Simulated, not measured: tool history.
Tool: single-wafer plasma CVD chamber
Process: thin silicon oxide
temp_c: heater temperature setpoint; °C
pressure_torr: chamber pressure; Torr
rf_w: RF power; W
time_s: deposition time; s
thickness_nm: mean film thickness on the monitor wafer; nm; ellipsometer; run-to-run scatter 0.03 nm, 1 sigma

run,hour,temp_c,pressure_torr,rf_w,time_s,thickness_nm
1,0.0,395,1.00,230,6.25,12.663
2,6.9,395,0.86,230,6.25,11.016
3,15.8,402,0.86,230,6.25,10.929
4,20.8,402,0.89,230,6.25,11.323
5,29.5,394,0.89,230,6.25,11.356
6,35.8,394,0.92,230,6.25,11.777

The next listed run, before its measurement:
7,39.6,394,0.94,230,6.25,?

thickness_nm: 12.032 nm
